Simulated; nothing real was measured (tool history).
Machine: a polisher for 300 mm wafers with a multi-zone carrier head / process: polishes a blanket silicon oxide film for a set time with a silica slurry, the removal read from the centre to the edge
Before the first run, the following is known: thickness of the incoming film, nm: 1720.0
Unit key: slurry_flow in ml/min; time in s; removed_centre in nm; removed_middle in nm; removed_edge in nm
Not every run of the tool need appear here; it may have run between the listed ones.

run,hour,slurry_flow,centre_zone,middle_zone,edge_zone,slurry_solids,time,removed_centre,removed_middle,removed_edge
1,0.0,280,1.00,1.00,1.00,1.0,87,217.00,231.44,225.36
2,2.3,280,1.00,1.00,1.00,0.9,87,209.13,226.24,216.21
3,6.2,345,1.00,1.00,1.00,0.9,87,215.40,226.50,219.61
4,12.8,345,1.00,1.00,1.00,0.7,87,195.68,202.45,198.62
5,17.3,345,1.00,1.00,1.00,0.7,96,210.54,225.40,218.05
6,21.5,340,0.98,0.98,1.01,0.7,96,211.52,220.41,219.80

Expected results for the next run?
7,24.9,330,0.95,0.97,1.02,0.7,96,?,?,?

Logged for run 7: removed_centre 207.79 nm, removed_middle 219.01 nm, removed_edge 219.59 nm.
